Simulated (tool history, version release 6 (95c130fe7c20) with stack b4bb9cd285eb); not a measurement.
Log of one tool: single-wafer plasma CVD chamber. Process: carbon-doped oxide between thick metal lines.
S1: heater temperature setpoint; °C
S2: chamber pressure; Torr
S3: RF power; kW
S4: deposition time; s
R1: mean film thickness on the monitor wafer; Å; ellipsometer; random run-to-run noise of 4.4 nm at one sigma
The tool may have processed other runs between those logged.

run	hour	S1	S2	S3	S4	R1
1	0.0	365	6.76	0.660	144	9166.6
2	4.6	365	6.80	0.680	144	9314.0
3	12.0	365	6.80	0.680	148	9600.2
4	19.7	365	6.80	0.680	148	9573.5
5	20.5	365	6.80	0.680	148	9515.2
6	21.7	364	6.86	0.700	148	9730.3
7	30.4	363	6.90	0.715	148	9852.7
8	33.6	363	6.90	0.715	148	9835.4

What will run 9 give?
9	35.7	363	6.90	0.715	148	?

Run 9 produced R1 9800.3 Å.
